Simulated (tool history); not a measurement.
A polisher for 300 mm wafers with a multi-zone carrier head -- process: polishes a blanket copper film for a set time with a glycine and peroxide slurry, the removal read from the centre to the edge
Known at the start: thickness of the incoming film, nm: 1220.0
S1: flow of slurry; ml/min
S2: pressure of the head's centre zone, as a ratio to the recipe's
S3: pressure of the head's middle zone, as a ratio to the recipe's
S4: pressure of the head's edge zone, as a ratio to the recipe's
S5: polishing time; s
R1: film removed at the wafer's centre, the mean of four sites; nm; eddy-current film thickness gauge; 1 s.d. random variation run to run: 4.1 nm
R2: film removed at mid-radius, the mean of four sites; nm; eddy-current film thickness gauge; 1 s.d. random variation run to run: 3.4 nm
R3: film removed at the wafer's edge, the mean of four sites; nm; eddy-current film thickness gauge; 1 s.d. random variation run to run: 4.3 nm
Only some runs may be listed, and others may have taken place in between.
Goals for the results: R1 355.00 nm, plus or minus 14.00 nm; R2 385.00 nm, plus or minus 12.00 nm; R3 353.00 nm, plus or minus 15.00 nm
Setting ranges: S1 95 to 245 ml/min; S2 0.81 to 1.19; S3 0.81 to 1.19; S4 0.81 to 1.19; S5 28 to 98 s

run,hour,S1,S2,S3,S4,S5,R1,R2,R3
1,0.0,155,1.00,1.00,1.00,63,300.45,290.94,306.52
2,6.1,165,1.01,1.04,1.02,64,312.41,310.84,315.64
3,12.2,165,1.01,1.09,1.02,64,300.70,317.60,308.84
4,13.0,175,1.02,1.11,1.03,65,318.31,333.36,320.47
5,14.0,190,1.02,1.11,1.03,65,334.43,336.08,329.11
6,17.2,195,1.01,1.13,1.03,66,334.53,352.30,331.87
7,18.3,200,1.01,1.14,1.04,66,331.89,358.02,335.87
8,23.9,205,1.01,1.15,1.04,66,328.31,364.52,333.72

Which single option among these 5 for the next run brings every result within its allowed miss of target? Just one does.
A,29.5,165,0.95,1.19,1.06,71,?,?,?
B,29.5,200,1.03,1.13,1.07,68,?,?,?
C,29.5,220,1.05,1.19,1.10,67,?,?,?
D,29.5,230,1.11,1.17,1.03,69,?,?,?
E,29.5,210,0.94,1.19,1.08,68,?,?,?

move,R1,R2,R3
A,318.81,384.30,351.54
B,344.29,364.06,346.75
C,352.17,380.90,350.01
D,386.53,389.18,350.68
E,317.01,383.95,350.09
A: its largest miss is bigger than the last run's
B: brings the last run's worst result on target, with another outside its allowed miss
C: every result within its allowed miss
D: takes the result that was furthest off past its target
E: its largest miss is bigger than the last run's
The move that meets every target is C.

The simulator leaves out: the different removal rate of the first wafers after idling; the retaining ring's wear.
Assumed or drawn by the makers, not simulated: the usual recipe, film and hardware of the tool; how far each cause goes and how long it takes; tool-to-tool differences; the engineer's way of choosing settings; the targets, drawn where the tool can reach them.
